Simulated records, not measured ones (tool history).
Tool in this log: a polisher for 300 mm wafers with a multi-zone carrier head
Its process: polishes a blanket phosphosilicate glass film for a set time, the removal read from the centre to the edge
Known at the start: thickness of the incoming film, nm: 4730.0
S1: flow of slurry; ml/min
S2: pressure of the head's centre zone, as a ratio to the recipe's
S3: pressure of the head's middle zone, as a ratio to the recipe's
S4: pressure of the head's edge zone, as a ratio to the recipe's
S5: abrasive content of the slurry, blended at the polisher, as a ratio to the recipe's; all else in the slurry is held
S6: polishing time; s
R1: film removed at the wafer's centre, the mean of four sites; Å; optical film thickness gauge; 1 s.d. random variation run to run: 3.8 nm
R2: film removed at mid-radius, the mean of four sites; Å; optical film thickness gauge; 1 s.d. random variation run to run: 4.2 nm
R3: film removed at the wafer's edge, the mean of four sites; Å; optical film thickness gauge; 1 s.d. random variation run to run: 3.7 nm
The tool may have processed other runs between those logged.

run 1 hour=0 | S1=285 S2=1 S3=1 S4=1 S5=1 S6=67 | R1=4738.6 R2=4550 R3=4726.8
run 2 hour=1.2 | S1=305 S2=1.03 S3=1.06 S4=1.04 S5=1.05 S6=67 | R1=5093.7 R2=4891.1 R3=4876.5
run 3 hour=7.7 | S1=315 S2=1.03 S3=1.1 S4=1.07 S5=1.1 S6=67 | R1=5111.6 R2=5114.5 R3=5067.5
run 4 hour=14.1 | S1=330 S2=1.04 S3=1.13 S4=1.07 S5=1.15 S6=67 | R1=5263.4 R2=5257.5 R3=5103.9
run 5 hour=20.8 | S1=330 S2=1.04 S3=1.08 S4=1.07 S5=1.15 S6=67 | R1=5342.2 R2=5166.7 R3=5154.4
run 6 hour=21.9 | S1=340 S2=1.04 S3=1.12 S4=1.07 S5=1.2 S6=67 | R1=5375.5 R2=5357.3 R3=5203.5
run 7 hour=30.5 | S1=340 S2=1.04 S3=1.14 S4=1.07 S5=1.25 S6=67 | R1=5491.5 R2=5487.1 R3=5349.2
run 8 hour=38.1 | S1=340 S2=1.04 S3=1.14 S4=1.07 S5=1.25 S6=67 | R1=5459.8 R2=5491.1 R3=5439.3
run 9 hour=43.7 | S1=365 S2=1.04 S3=1.16 S4=1.05 S5=1.25 S6=67 | R1=5524.3 R2=5607.8 R3=5304.8

Run 10 is up next; what results do you expect?
run 10 hour=52.2 | S1=365 S2=1.04 S3=1.16 S4=1.05 S5=1.25 S6=67 | R1=? R2=? R3=?

R1: 5532.8 Å
R2: 5517.5 Å
R3: 5310.1 Å

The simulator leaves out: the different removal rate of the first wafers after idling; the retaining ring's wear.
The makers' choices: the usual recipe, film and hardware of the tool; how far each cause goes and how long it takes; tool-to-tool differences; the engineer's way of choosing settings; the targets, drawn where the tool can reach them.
